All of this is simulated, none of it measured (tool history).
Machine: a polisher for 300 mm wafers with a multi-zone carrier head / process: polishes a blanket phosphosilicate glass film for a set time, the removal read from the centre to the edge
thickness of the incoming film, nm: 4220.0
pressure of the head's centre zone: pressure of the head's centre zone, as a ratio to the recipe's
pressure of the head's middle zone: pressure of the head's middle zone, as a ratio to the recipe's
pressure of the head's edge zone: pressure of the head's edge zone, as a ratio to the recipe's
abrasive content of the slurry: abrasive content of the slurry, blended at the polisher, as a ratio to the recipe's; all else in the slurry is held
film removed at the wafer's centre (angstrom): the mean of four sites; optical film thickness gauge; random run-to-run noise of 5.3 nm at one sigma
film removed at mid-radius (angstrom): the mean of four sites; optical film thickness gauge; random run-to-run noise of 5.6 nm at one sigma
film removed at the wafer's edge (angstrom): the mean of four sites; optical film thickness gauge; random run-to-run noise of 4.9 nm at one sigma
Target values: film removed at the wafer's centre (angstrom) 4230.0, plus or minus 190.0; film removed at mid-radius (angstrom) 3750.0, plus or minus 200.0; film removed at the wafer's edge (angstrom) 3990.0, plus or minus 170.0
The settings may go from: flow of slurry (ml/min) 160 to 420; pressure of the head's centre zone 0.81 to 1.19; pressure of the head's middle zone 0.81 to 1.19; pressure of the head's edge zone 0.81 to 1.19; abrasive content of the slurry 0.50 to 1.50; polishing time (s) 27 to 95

run	hour	flow of slurry (ml/min)	pressure of the head's centre zone	pressure of the head's middle zone	pressure of the head's edge zone	abrasive content of the slurry	polishing time (s)	film removed at the wafer's centre (angstrom)	film removed at mid-radius (angstrom)	film removed at the wafer's edge (angstrom)
1	0.0	270	1.00	1.00	1.00	1.00	61	7923.9	7843.7	7775.1
2	1.2	270	1.00	0.98	0.99	0.90	57	6965.2	6475.8	6889.5
3	5.2	270	1.00	0.90	0.99	0.90	57	7084.3	6221.6	6836.1
4	7.8	330	1.00	0.90	0.99	0.90	57	7045.1	6239.1	6918.0
5	13.2	325	1.00	0.91	0.97	0.85	54	6327.0	5870.7	6170.2
6	16.8	325	1.00	0.91	0.97	0.70	54	5123.2	4837.9	4941.8
7	20.2	310	0.99	0.81	0.92	0.55	53	3566.4	3127.7	3467.6
8	25.5	315	1.00	0.82	0.93	0.55	53	3661.4	3030.4	3431.3
9	31.0	320	1.00	0.83	0.94	0.55	53	3707.1	3057.6	3470.3
10	32.4	320	1.00	0.85	0.95	0.55	53	3676.6	3196.2	3425.9

Exercise: of the 5 proposed moves below, exactly one satisfies all targets within the stated allowed misses. Which move is it?
A	33.8	330	1.17	0.98	0.99	0.50	53	?	?	?
B	33.8	305	0.86	0.83	0.97	0.60	51	?	?	?
C	33.8	310	1.07	0.92	0.92	0.50	55	?	?	?
D	33.8	250	0.98	0.85	0.90	0.65	49	?	?	?
E	33.8	315	0.98	1.09	0.98	0.60	42	?	?	?

move	film removed at the wafer's centre (angstrom)	film removed at mid-radius (angstrom)	film removed at the wafer's edge (angstrom)
A	3437.1	2881.3	2836.4
B	3577.2	3488.7	3787.1
C	3289.9	2857.7	2834.8
D	4202.1	3744.2	3883.5
E	3290.1	3436.1	3131.6
A: misses by more than the last run did
B: neither nearer nor further off than the last run
C: misses by more than the last run did
D: hits every target within its allowed miss
E: misses by more than the last run did
D meets every target.
